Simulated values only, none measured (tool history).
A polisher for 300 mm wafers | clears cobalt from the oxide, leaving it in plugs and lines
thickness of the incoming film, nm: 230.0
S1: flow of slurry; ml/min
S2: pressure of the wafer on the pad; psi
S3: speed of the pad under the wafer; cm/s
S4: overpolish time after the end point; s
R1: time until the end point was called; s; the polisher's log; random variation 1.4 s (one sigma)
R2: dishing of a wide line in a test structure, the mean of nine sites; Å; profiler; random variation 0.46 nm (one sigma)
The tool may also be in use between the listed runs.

run  hour   S1   S2  S3  S4      R1      R2
  1     0  220  1.6  90  24  60.112  517.51
  2   6.2  220  1.5  90  22  64.291  462.53
  3  14.1  220  1.2  90  22  77.442  425.56
  4  17.9  220  1.2  92  20  75.794  398.34
  5  22.3  250  1.2  92  20  71.115  400.86
  6  30.7  230  1.2  92  20  73.307  399.66
  7  33.9  235  1.2  92  18  71.729  367.24
  8  39.3  235  1.2  92  17  75.763  362.44
  9    42  240  1.2  92  16  76.789  345.67
 10  46.8  240  1.2  92  16  75.258  354.79

Forecast run 11:
 11  55.7  245  1.2  92  15   ?   ?

{"run 11": {"R1": 74.296, "R2": 333.99}}
